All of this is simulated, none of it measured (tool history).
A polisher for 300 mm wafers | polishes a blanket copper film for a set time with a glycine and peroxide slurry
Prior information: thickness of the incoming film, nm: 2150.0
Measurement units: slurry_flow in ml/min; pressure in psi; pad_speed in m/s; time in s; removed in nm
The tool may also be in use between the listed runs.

Run 1, hour 0: slurry_flow 205 ml/min, pressure 2.5 psi, pad_speed 1.18 m/s, time 31 s. Result: removed 149.34 nm.
Run 2, hour 2.7: slurry_flow 205 ml/min, pressure 1.9 psi, pad_speed 1.18 m/s, time 31 s. Result: removed 135.53 nm.
Run 3, hour 8: slurry_flow 205 ml/min, pressure 2.4 psi, pad_speed 1.22 m/s, time 31 s. Result: removed 150.31 nm.
Run 4, hour 16.2: slurry_flow 205 ml/min, pressure 2.7 psi, pad_speed 1.26 m/s, time 31 s. Result: removed 163.57 nm.
Run 5, hour 21.5: slurry_flow 160 ml/min, pressure 2.7 psi, pad_speed 1.26 m/s, time 31 s. Result: removed 156.87 nm.
Run 6, hour 22.3: slurry_flow 160 ml/min, pressure 2.9 psi, pad_speed 1.26 m/s, time 31 s. Result: removed 165.63 nm.

Forecast run 7:
Run 7, hour 28.8: slurry_flow 165 ml/min, pressure 3.1 psi, pad_speed 1.28 m/s, time 31 s. Result: removed ?.

Run 7 produced removed 174.15 nm.
